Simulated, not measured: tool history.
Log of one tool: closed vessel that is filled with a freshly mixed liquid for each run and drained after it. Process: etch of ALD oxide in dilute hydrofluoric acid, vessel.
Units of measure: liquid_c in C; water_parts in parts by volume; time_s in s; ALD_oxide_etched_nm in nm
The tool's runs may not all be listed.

run	hour	liquid_c	water_parts	time_s	ALD_oxide_etched_nm
1	0	21	195	835	33.115
2	6.8	22	190	835	35.764
3	13.2	22	190	890	37.965
4	18.8	19.5	190	890	34.194
5	25.3	19.5	245	890	25.429
6	27.1	18	245	890	23.761
7	33.1	18	245	890	23.827

Run 8 comes next. What will it give?
8	41.3	19.5	235	890	?

ALD_oxide_etched_nm: 26.57 nm
